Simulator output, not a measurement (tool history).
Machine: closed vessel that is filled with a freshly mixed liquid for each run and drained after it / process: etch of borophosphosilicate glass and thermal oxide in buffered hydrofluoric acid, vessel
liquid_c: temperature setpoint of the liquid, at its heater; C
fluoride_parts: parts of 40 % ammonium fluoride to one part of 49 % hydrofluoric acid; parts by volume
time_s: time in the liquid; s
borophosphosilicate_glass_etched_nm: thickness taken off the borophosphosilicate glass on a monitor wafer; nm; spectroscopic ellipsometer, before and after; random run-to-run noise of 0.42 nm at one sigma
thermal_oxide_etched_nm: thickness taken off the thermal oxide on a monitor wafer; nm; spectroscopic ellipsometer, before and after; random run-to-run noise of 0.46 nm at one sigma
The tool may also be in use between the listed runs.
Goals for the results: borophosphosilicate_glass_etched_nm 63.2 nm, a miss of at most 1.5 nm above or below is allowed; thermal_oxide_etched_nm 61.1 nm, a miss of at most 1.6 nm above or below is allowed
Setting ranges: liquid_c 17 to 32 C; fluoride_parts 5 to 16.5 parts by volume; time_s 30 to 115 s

run	hour	liquid_c	fluoride_parts	time_s	borophosphosilicate_glass_etched_nm	thermal_oxide_etched_nm
1	0	24	10	60	71.003	68.865
2	0.9	23.5	10	60	68.826	67.126
3	9.6	23	10	60	68.063	64.731
4	15.8	23	8.5	60	75.82	73.615
5	17.5	23	8.5	80	101.93	97.687
6	23.2	21	9	80	84.84	81.91
7	26.6	19.5	9	80	78.693	76.127
8	35.2	19.5	9	80	79.001	76.271
9	38.9	18.5	9.5	80	72.797	69.347
10	44.7	18	9.5	80	69.93	68.09
11	50.4	17.5	9.5	80	69.41	65.132
12	53.3	17.5	10	80	66.114	63.322

Which of these 5 next moves meets every target?
A	56.2	22.5	11	70	?	?
B	56.2	31	15.5	60	?	?
C	56.2	17.5	9	80	?	?
D	56.2	19.5	11	75	?	?
E	56.2	30.5	15	60	?	?

move	borophosphosilicate_glass_etched_nm	thermal_oxide_etched_nm
A	69.522	67.356
B	66.804	65.121
C	70.806	68.224
D	63.167	61.074
E	67.225	65.51
A: further off than the last run
B: further off than the last run
C: further off than the last run
D: hits every target within its allowed miss
E: further off than the last run
Answer: D
